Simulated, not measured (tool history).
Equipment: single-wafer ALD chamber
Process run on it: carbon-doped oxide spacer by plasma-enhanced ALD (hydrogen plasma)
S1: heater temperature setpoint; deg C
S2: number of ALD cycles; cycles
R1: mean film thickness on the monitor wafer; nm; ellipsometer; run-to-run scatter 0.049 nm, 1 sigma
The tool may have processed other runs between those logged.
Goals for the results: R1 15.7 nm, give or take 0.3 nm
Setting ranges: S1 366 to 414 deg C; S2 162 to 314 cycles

{"run": 1, "hour": 0.0, "S1": 390, "S2": 238, "R1": 13.163}
{"run": 2, "hour": 1.3, "S1": 390, "S2": 251, "R1": 13.95}
{"run": 3, "hour": 7.8, "S1": 390, "S2": 260, "R1": 14.424}
{"run": 4, "hour": 15.2, "S1": 390, "S2": 228, "R1": 12.65}
{"run": 5, "hour": 16.8, "S1": 390, "S2": 245, "R1": 13.602}
{"run": 6, "hour": 21.7, "S1": 384, "S2": 245, "R1": 13.579}
{"run": 7, "hour": 23.6, "S1": 384, "S2": 256, "R1": 14.167}
{"run": 8, "hour": 26.5, "S1": 384, "S2": 264, "R1": 14.673}
{"run": 9, "hour": 35.9, "S1": 384, "S2": 269, "R1": 14.906}
{"hour": 38.8, "done": "thermocouple changed; heater temperature recalibrated"}
{"run": 10, "hour": 38.8, "S1": 384, "S2": 273, "R1": 15.085}
{"run": 11, "hour": 40.6, "S1": 384, "S2": 273, "R1": 15.059}
{"run": 12, "hour": 49.4, "S1": 384, "S2": 277, "R1": 15.374}

Next run, 5 choices. One meets every target within its allowed miss, the rest don't. Which?
{"run": "A", "hour": 58.2, "S1": 382, "S2": 273, "R1": "?"}
{"run": "B", "hour": 58.2, "S1": 383, "S2": 295, "R1": "?"}
{"run": "C", "hour": 58.2, "S1": 386, "S2": 268, "R1": "?"}
{"run": "D", "hour": 58.2, "S1": 393, "S2": 291, "R1": "?"}
{"run": "E", "hour": 58.2, "S1": 381, "S2": 282, "R1": "?"}

move=A R1=15.087
move=B R1=16.303
move=C R1=14.811
move=D R1=16.082
move=E R1=15.584
A: its largest miss is bigger than the last run's
B: moves the result that the last run missed by most past its target, out the other side
C: its largest miss is bigger than the last run's
D: moves the result that the last run missed by most past its target, out the other side
E: every result lands within tolerance
Go with E: it meets all targets.
